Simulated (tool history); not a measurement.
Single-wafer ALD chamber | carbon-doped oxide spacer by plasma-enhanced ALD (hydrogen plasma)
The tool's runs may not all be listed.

run,day,heater temperature setpoint (K),number of ALD cycles (cycles),mean film thickness on the monitor wafer (angstrom)
1,0.000,693.15,179,72.749
2,0.133,693.15,200,81.325
3,0.479,691.15,202,82.891
4,0.754,689.15,204,84.263
# day 1.125: thermocouple changed; heater temperature recalibrated
5,1.125,684.15,204,86.606
6,1.417,683.15,205,86.820
7,1.692,682.15,206,88.123

Forecast run 8:
8,1.746,681.15,206,?

Run 8 produced mean film thickness on the monitor wafer (angstrom) 88.085.
